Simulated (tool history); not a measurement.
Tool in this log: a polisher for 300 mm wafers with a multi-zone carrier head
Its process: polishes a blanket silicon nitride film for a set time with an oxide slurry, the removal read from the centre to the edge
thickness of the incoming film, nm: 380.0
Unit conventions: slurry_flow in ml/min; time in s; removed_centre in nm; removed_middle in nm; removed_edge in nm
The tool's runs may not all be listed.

run 1 day=0.000 | slurry_flow=240 centre_zone=1.00 middle_zone=1.00 edge_zone=1.00 slurry_solids=1.00 time=88 | removed_centre=55.876 removed_middle=56.720 removed_edge=55.975
run 2 day=0.358 | slurry_flow=240 centre_zone=1.00 middle_zone=1.00 edge_zone=1.00 slurry_solids=0.80 time=88 | removed_centre=48.186 removed_middle=49.047 removed_edge=49.550
run 3 day=0.512 | slurry_flow=240 centre_zone=0.99 middle_zone=1.02 edge_zone=1.01 slurry_solids=0.85 time=88 | removed_centre=49.378 removed_middle=51.433 removed_edge=51.739
run 4 day=0.854 | slurry_flow=245 centre_zone=0.98 middle_zone=1.04 edge_zone=1.01 slurry_solids=0.90 time=88 | removed_centre=50.779 removed_middle=56.300 removed_edge=53.321
run 5 day=1.021 | slurry_flow=245 centre_zone=0.98 middle_zone=1.04 edge_zone=1.01 slurry_solids=0.90 time=79 | removed_centre=46.578 removed_middle=49.606 removed_edge=47.608
run 6 day=1.204 | slurry_flow=245 centre_zone=0.95 middle_zone=1.04 edge_zone=1.01 slurry_solids=0.90 time=79 | removed_centre=45.290 removed_middle=49.097 removed_edge=48.827

Expected results for the next run?
run 7 day=1.450 | slurry_flow=245 centre_zone=0.95 middle_zone=1.05 edge_zone=1.02 slurry_solids=0.95 time=79 | removed_centre=? removed_middle=? removed_edge=?

Run 7 came out at removed_centre 46.420 nm, removed_middle 51.962 nm, removed_edge 51.432 nm.
